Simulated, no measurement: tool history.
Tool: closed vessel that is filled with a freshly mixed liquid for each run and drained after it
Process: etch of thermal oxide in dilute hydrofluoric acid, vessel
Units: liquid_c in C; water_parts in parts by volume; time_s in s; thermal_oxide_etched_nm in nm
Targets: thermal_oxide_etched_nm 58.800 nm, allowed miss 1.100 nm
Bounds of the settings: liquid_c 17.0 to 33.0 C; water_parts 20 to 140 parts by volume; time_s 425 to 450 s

| run | hour | liquid_c | water_parts | time_s | thermal_oxide_etched_nm |
|---|---|---|---|---|---|
| 1 | 0.0 | 25.0 | 75 | 425 | 28.158 |
| 2 | 2.4 | 26.0 | 75 | 425 | 29.277 |
| 3 | 7.9 | 28.0 | 75 | 425 | 31.761 |
| 4 | 14.7 | 30.5 | 75 | 425 | 34.763 |
| 5 | 15.3 | 30.5 | 75 | 450 | 37.108 |
| 6 | 20.4 | 33.0 | 75 | 450 | 40.574 |
| 7 | 22.7 | 33.0 | 75 | 450 | 40.643 |
| 8 | 26.7 | 33.0 | 70 | 450 | 43.816 |
| 9 | 34.2 | 33.0 | 45 | 450 | 71.189 |
| 10 | 36.3 | 32.0 | 45 | 450 | 68.420 |
| 11 | 41.4 | 31.5 | 45 | 450 | 67.426 |
| 12 | 44.5 | 31.0 | 45 | 450 | 65.573 |

Which of these 5 next moves meets every target?
| A | 47.6 | 32.0 | 40 | 425 | ? |
| B | 47.6 | 32.5 | 50 | 425 | ? |
| C | 47.6 | 31.0 | 40 | 435 | ? |
| D | 47.6 | 29.5 | 50 | 450 | ? |
| E | 47.6 | 31.5 | 40 | 435 | ? |

| move | thermal_oxide_etched_nm |
|---|---|
| A | 73.006 |
| B | 58.580 |
| C | 71.853 |
| D | 55.189 |
| E | 73.277 |
A: further off than the last run
B: meets every target
C: further off than the last run
D: takes the result that was furthest off past its target
E: further off than the last run
Move B is the one to make.
